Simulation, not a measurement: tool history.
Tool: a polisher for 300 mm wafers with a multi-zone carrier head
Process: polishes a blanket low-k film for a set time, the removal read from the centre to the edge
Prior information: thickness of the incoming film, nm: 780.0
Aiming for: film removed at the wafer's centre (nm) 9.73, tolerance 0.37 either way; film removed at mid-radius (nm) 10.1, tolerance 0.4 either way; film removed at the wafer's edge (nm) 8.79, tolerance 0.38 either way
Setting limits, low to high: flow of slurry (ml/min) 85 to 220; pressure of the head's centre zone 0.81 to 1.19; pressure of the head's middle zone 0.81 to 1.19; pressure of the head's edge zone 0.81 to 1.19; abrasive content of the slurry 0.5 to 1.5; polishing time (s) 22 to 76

run	hour	flow of slurry (ml/min)	pressure of the head's centre zone	pressure of the head's middle zone	pressure of the head's edge zone	abrasive content of the slurry	polishing time (s)	film removed at the wafer's centre (nm)	film removed at mid-radius (nm)	film removed at the wafer's edge (nm)
1	0	140	1	1	1	1	49	13.706	13.912	13.897
2	5.4	140	1	1	1	1	55	15.679	16.036	15.538
3	7.7	140	1.01	1.01	0.97	0.9	53	14.601	14.682	13.957
4	12.8	115	1.01	1.01	0.97	0.9	53	14.01	13.913	13.765
5	15.6	120	1	1.02	0.95	0.85	51	13.089	13.555	12.929
6	19	125	1	1.02	0.93	0.8	49	12.214	12.827	11.988
7	19.6	125	1	1.02	0.93	0.8	49	12.393	12.441	12.008
8	20.5	130	1.01	1.08	0.83	0.55	42	9.243	9.7434	8.2705
9	27.4	135	1.01	1.08	0.84	0.55	42	9.5113	9.7225	8.4274
10	28	135	1.01	1.08	0.85	0.55	42	9.4792	9.9323	8.4481
11	30.3	135	1.01	1.08	0.86	0.55	42	9.2576	9.9524	8.6545

Exactly one of the 5 candidate moves below puts every result within its allowed miss. Which one?
A	32.6	130	1	1.1	0.86	0.5	43	?	?	?
B	32.6	160	1.01	1.05	0.86	0.5	44	?	?	?
C	32.6	95	0.97	1.1	0.9	0.55	46	?	?	?
D	32.6	140	0.97	1.09	0.89	0.5	44	?	?	?
E	32.6	145	0.97	1.13	0.88	0.55	41	?	?	?

move	film removed at the wafer's centre (nm)	film removed at mid-radius (nm)	film removed at the wafer's edge (nm)
A	8.961	9.8554	8.3973
B	9.7335	10.138	8.8795
C	8.7225	10.003	8.9588
D	9.0901	10.182	8.8363
E	8.8949	10.263	8.5676
A: lands further from the targets than the last run did
B: all results land within tolerance of their targets
C: lands further from the targets than the last run did
D: lands further from the targets than the last run did
E: lands further from the targets than the last run did
B is the move that brings every result within its allowed miss.
